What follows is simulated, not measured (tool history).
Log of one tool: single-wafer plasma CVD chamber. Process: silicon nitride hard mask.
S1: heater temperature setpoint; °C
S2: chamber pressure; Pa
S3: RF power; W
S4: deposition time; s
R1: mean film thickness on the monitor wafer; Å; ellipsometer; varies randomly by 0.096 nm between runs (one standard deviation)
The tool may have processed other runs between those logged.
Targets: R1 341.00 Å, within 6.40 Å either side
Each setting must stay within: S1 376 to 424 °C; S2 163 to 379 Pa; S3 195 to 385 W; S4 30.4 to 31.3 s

run  hour   S1   S2   S3    S4      R1
  1   0.0  400  271  290  30.4  384.90
  2   7.8  400  253  285  30.4  372.43
  3  12.7  393  253  285  30.4  374.35
  4  20.0  393  240  285  30.4  366.99
  5  24.1  393  229  285  30.4  362.44
  6  32.2  393  221  285  30.4  357.38
  7  34.8  393  215  285  30.4  353.37
  8  37.4  393  211  285  30.4  351.79
  9  43.4  393  207  285  30.4  347.90

Next run, 5 choices. One meets every target within its allowed miss, the rest don't. Which?
  A  49.4  394  217  265  30.4   ?
  B  49.4  397  195  315  31.3   ?
  C  49.4  387  205  305  30.4   ?
  D  49.4  389  215  285  30.7   ?
  E  49.4  400  204  305  30.8   ?

move      R1
   A  343.36
   B  366.82
   C  359.84
   D  357.61
   E  361.68
A: every result within its allowed miss
B: lands further from the targets than the last run did
C: lands further from the targets than the last run did
D: lands further from the targets than the last run did
E: lands further from the targets than the last run did
The right move is A.

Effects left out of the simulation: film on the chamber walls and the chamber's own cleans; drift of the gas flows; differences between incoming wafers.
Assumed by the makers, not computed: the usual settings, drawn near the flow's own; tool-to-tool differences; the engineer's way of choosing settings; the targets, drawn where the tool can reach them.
